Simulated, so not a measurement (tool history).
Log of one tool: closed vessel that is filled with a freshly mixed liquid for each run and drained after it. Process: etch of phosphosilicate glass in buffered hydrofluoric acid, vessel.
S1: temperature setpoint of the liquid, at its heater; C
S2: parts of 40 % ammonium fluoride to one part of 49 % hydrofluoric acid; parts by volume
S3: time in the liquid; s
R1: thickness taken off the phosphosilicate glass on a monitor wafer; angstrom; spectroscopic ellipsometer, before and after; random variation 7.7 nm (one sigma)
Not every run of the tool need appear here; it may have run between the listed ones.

{"run": 1, "hour": 0.0, "S1": 24, "S2": 11, "S3": 90, "R1": 8278.4}
{"run": 2, "hour": 7.2, "S1": 27, "S2": 11, "S3": 90, "R1": 9865.4}
{"run": 3, "hour": 12.8, "S1": 24, "S2": 11, "S3": 90, "R1": 8318.3}
{"run": 4, "hour": 20.5, "S1": 24, "S2": 13.5, "S3": 90, "R1": 6839.4}
{"run": 5, "hour": 26.0, "S1": 25.5, "S2": 13.5, "S3": 90, "R1": 7456.6}
{"run": 6, "hour": 27.1, "S1": 25.5, "S2": 13.5, "S3": 90, "R1": 7400.2}
{"run": 7, "hour": 31.8, "S1": 26.5, "S2": 13.5, "S3": 90, "R1": 7889.7}
{"run": 8, "hour": 36.2, "S1": 27.5, "S2": 13.5, "S3": 90, "R1": 8305.5}

Run 9, settings as shown, results not yet in. Your forecast:
{"run": 9, "hour": 44.4, "S1": 28.5, "S2": 13.5, "S3": 90, "R1": "?"}

R1: 8779.5 angstrom
